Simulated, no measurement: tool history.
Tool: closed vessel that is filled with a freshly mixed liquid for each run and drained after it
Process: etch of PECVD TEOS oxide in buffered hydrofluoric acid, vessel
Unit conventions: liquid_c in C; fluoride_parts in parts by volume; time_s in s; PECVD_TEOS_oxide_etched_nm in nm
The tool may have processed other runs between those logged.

{"run": 1, "hour": 0.0, "liquid_c": 20, "fluoride_parts": 12.5, "time_s": 100, "PECVD_TEOS_oxide_etched_nm": 125.89}
{"run": 2, "hour": 1.7, "liquid_c": 20, "fluoride_parts": 9, "time_s": 100, "PECVD_TEOS_oxide_etched_nm": 167.42}
{"run": 3, "hour": 8.2, "liquid_c": 20, "fluoride_parts": 7, "time_s": 100, "PECVD_TEOS_oxide_etched_nm": 219.22}
{"run": 4, "hour": 13.3, "liquid_c": 19.5, "fluoride_parts": 7, "time_s": 100, "PECVD_TEOS_oxide_etched_nm": 218.19}
{"run": 5, "hour": 19.2, "liquid_c": 19.5, "fluoride_parts": 7, "time_s": 100, "PECVD_TEOS_oxide_etched_nm": 211.08}
{"run": 6, "hour": 27.6, "liquid_c": 19.5, "fluoride_parts": 5, "time_s": 100, "PECVD_TEOS_oxide_etched_nm": 287.98}
{"run": 7, "hour": 36.2, "liquid_c": 19, "fluoride_parts": 5.5, "time_s": 100, "PECVD_TEOS_oxide_etched_nm": 255.81}
{"run": 8, "hour": 37.1, "liquid_c": 18.5, "fluoride_parts": 6, "time_s": 100, "PECVD_TEOS_oxide_etched_nm": 229.49}

What will run 9 give?
{"run": 9, "hour": 43.2, "liquid_c": 17.5, "fluoride_parts": 6.5, "time_s": 100, "PECVD_TEOS_oxide_etched_nm": "?"}

{"run 9": {"PECVD_TEOS_oxide_etched_nm": 202.21}}
